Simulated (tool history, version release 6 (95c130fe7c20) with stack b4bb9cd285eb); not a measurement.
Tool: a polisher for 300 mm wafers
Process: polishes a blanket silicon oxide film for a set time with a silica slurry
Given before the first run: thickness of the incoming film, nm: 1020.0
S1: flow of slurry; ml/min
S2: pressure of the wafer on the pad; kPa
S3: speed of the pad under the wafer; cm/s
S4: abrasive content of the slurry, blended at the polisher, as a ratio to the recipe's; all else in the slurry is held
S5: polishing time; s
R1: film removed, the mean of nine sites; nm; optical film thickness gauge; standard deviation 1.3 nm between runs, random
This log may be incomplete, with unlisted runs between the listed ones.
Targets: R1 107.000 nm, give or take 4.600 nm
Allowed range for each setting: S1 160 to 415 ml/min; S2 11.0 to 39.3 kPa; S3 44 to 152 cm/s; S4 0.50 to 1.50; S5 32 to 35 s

run    day   S1    S2  S3    S4  S5       R1
  1  0.000  265  24.8  98  1.00  35   78.668
  2  0.362  225  24.8  98  1.00  35   76.014
  3  0.538  225  24.8  98  1.00  32   67.690
  4  0.596  265  27.6  98  1.00  32   78.004
  5  0.696  265  27.6  86  1.00  32   71.086
     0.879  -- slurry nozzle cleaned
  6  0.879  280  31.0  88  1.00  32   86.925
  7  0.967  290  32.4  88  1.00  32   93.761
  8  1.288  300  33.1  88  1.00  32   92.839
  9  1.592  300  34.5  88  1.00  32   98.049
 10  1.654  305  35.2  88  1.00  32   98.910
 11  1.792  305  35.9  88  1.00  32  101.230

Exactly one of the 5 candidate moves below puts every result within its allowed miss. Which one?
  A  1.929  300  31.7   96  0.85  34   ?
  B  1.929  290  32.4   98  0.80  35   ?
  C  1.929  275  34.5  100  0.80  35   ?
  D  1.929  245  38.6   96  1.00  34   ?
  E  1.929  290  37.9   96  0.95  33   ?

move       R1
   A   96.553
   B  100.050
   C  107.430
   D  122.980
   E  116.850
A: its largest miss is bigger than the last run's
B: its largest miss is bigger than the last run's
C: hits every target within its allowed miss
D: takes the biggest miss from the last run beyond its target
E: takes the biggest miss from the last run beyond its target
C meets every target.

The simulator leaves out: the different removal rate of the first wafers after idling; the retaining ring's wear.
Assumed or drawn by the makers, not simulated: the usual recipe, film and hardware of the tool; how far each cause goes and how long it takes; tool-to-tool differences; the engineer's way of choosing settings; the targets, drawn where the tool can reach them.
